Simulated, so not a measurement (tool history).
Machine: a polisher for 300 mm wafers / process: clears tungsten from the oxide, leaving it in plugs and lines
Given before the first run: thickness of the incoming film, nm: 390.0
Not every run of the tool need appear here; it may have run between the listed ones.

run  hour  flow of slurry (ml/min)  pressure of the wafer on the pad (kPa)  speed of the pad under the wafer (cm/s)  abrasive content of the slurry  overpolish time after the end point (s)  time until the end point was called (s)
  1     0                      155                                    26.2                                      122                               1                                       10                                    71.39
  2   7.9                      155                                      20                                      122                               1                                       10                                   94.602
  3  10.8                      155                                    23.4                                      124                               1                                       10                                   78.906
  4  11.4                      155                                    23.4                                      124                               1                                       10                                    79.98
  5  13.7                      155                                    26.9                                      124                               1                                       10                                   69.347
  6  18.9                      155                                      29                                      126                               1                                       10                                   62.611
  7  19.6                      155                                    30.3                                      128                               1                                       10                                   59.507
  8  22.7                      155                                    30.3                                      128                               1                                       10                                   60.434

Run 9, settings as shown, results not yet in. Your forecast:
  9  26.5                      155                                    30.3                                      128                               1                                       10                                        ?

{"run 9": {"time until the end point was called (s)": 61.246}}

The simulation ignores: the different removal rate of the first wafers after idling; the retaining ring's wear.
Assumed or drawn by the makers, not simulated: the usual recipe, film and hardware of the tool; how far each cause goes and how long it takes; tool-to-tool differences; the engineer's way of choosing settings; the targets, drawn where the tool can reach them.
